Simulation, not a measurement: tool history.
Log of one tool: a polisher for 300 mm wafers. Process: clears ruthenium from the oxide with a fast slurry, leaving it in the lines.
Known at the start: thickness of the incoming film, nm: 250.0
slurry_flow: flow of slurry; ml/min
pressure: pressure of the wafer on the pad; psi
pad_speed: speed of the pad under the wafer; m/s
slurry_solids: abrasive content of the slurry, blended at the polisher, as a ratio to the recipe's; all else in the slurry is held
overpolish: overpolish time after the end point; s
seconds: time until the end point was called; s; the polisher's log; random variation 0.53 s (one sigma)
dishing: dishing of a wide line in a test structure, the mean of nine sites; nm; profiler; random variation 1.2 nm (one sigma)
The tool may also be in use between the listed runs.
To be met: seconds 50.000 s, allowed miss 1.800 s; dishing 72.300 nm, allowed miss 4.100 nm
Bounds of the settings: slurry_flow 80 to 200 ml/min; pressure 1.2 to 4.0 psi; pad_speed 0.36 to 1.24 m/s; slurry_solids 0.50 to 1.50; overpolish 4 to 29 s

run  hour  slurry_flow  pressure  pad_speed  slurry_solids  overpolish  seconds  dishing
  1   0.0          130       2.6       0.80           1.00          15   87.492   32.877
  2   2.2          135       3.0       0.80           1.00          16   74.653   40.081
  3   5.0          135       3.0       0.80           1.00          11   74.767   28.066
  4  10.4          130       3.3       0.82           1.00          14   68.381   40.061
  5  12.8          130       3.3       0.82           0.85          14   74.054   36.281
  6  21.6          130       3.3       1.00           0.85          14   64.510   40.448
  7  23.5          130       3.5       1.00           0.85          15   60.433   45.082
  8  26.3          135       3.7       1.00           0.85          16   56.017   51.101
  9  27.8          135       3.8       1.00           0.85          17   55.276   56.094
 10  34.1          140       3.9       1.00           0.85          18   53.307   59.790

4 next moves are on the table. One of them brings every result within its allowed miss. Which?
  A  40.4          165       3.8       1.10           0.90          16        ?        ?
  B  40.4          155       4.0       1.04           0.95          19        ?        ?
  C  40.4          125       4.0       0.92           1.05          21        ?        ?
  D  40.4          140       4.0       1.04           0.75          12        ?        ?

move  seconds  dishing
   A   46.640   59.709
   B   45.478   70.389
   C   49.528   71.245
   D   54.125   40.716
A: as far off as the last run
B: brings the result that was furthest off to its target, and leaves another outside
C: meets every target
D: further off than the last run
Answer: C
